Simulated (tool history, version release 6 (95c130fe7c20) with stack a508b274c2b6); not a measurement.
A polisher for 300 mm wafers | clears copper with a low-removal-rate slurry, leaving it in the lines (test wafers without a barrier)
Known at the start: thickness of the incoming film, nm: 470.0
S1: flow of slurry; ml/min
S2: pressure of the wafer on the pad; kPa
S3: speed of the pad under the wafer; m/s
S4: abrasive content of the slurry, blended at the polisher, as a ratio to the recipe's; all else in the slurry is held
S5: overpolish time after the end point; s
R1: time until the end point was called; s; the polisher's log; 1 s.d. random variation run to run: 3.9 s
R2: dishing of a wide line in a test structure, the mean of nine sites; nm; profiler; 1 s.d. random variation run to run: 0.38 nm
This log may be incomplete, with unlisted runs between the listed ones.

run 1 hour=0.0 | S1=130 S2=27.6 S3=0.84 S4=1.0 S5=12 | R1=133.34 R2=26.835
run 2 hour=5.9 | S1=120 S2=27.6 S3=0.84 S4=1.0 S5=12 | R1=133.92 R2=27.491
run 3 hour=11.4 | S1=120 S2=27.6 S3=0.74 S4=1.0 S5=12 | R1=151.60 R2=24.605
run 4 hour=18.1 | S1=120 S2=27.6 S3=0.54 S4=1.0 S5=12 | R1=198.50 R2=18.776
run 5 hour=20.1 | S1=120 S2=33.1 S3=0.54 S4=1.0 S5=12 | R1=165.40 R2=23.182
run 6 hour=26.8 | S1=140 S2=33.1 S3=0.54 S4=1.0 S5=12 | R1=157.11 R2=23.710

What will run 7 give?
-- hour=30.1 slurry blender recalibrated
run 7 hour=30.1 | S1=135 S2=31.7 S3=0.54 S4=1.0 S5=12 | R1=? R2=?

R1: 156.29 s
R2: 24.536 nm
